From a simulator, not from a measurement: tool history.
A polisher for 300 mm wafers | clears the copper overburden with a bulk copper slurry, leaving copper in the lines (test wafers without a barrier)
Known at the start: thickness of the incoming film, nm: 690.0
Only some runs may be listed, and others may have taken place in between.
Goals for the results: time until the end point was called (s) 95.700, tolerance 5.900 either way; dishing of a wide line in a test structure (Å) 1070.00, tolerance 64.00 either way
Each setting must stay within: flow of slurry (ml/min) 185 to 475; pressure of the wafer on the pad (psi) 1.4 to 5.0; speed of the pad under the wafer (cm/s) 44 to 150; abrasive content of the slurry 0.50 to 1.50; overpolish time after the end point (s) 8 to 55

run  hour  flow of slurry (ml/min)  pressure of the wafer on the pad (psi)  speed of the pad under the wafer (cm/s)  abrasive content of the slurry  overpolish time after the end point (s)  time until the end point was called (s)  dishing of a wide line in a test structure (Å)
  1   0.0                      305                                     3.2                                       96                            1.00                                       28                                   66.189                                         1138.70
  2   7.2                      365                                     3.2                                       96                            1.00                                       28                                   63.196                                         1072.50
  3  13.7                      365                                     3.2                                       96                            1.00                                       33                                   63.832                                         1161.60
  4  17.1                      350                                     3.0                                       94                            1.00                                       35                                   68.116                                         1193.30
  5  18.0                      350                                     3.0                                       94                            1.00                                       40                                   68.142                                         1237.70
  6  21.1                      345                                     2.8                                       92                            1.00                                       40                                   75.919                                         1217.60
     23.3  -- head pressure recalibrated
  7  23.3                      345                                     2.6                                       92                            1.00                                       39                                   73.353                                         1140.40
  8  31.5                      335                                     2.4                                       88                            1.00                                       41                                   83.273                                         1125.80

Exercise: of the 4 proposed moves below, exactly one satisfies all targets within the stated allowed misses. Which move is it?
  A  39.7                      325                                     2.5                                       70                            1.05                                       41                                        ?                                               ?
  B  39.7                      350                                     2.4                                       88                            1.25                                       30                                        ?                                               ?
  C  39.7                      405                                     2.4                                       94                            1.15                                       45                                        ?                                               ?
  D  39.7                      405                                     2.5                                       96                            1.15                                       31                                        ?                                               ?

move  time until the end point was called (s)  dishing of a wide line in a test structure (Å)
   A                                   95.590                                         1045.60
   B                                   78.064                                          987.79
   C                                   74.696                                         1165.50
   D                                   70.529                                         1056.30
A: all results land within tolerance of their targets
B: its largest miss is bigger than the last run's
C: its largest miss is bigger than the last run's
D: its largest miss is bigger than the last run's
A is the move that brings every result within its allowed miss.

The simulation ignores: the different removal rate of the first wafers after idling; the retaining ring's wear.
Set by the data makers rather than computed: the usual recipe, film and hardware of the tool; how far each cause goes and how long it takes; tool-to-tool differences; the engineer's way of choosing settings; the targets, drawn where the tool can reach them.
